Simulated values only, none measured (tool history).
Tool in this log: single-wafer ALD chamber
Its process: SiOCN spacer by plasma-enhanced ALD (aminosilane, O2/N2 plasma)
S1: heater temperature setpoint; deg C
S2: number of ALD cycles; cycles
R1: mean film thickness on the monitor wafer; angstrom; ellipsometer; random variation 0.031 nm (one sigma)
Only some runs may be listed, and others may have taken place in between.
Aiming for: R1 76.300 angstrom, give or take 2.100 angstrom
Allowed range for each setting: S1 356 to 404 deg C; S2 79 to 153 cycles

| run | day | S1 | S2 | R1 |
|---|---|---|---|---|
| 1 | 0.000 | 380 | 116 | 65.782 |
| 2 | 0.354 | 389 | 116 | 65.904 |
| 3 | 0.692 | 389 | 100 | 57.104 |
| 4 | 0.854 | 389 | 108 | 61.754 |
| 5 | 0.946 | 379 | 108 | 61.689 |
| 6 | 1.000 | 379 | 116 | 65.960 |
| 7 | 1.317 | 379 | 122 | 69.953 |
| 8 | 1.662 | 379 | 125 | 71.645 |
| 9 | 1.829 | 379 | 127 | 73.036 |
| 10 | 2.196 | 379 | 129 | 73.041 |

5 candidate next runs follow, results not yet known. Just one meets every target within its allowed miss. Identify it.
| A | 2.562 | 372 | 122 | ? |
| B | 2.562 | 382 | 126 | ? |
| C | 2.562 | 367 | 126 | ? |
| D | 2.562 | 383 | 125 | ? |
| E | 2.562 | 373 | 134 | ? |

| move | R1 |
|---|---|
| A | 69.777 |
| B | 72.065 |
| C | 72.065 |
| D | 71.493 |
| E | 76.641 |
A: lands further from the targets than the last run did
B: lands further from the targets than the last run did
C: lands further from the targets than the last run did
D: lands further from the targets than the last run did
E: meets every target
Answer: E
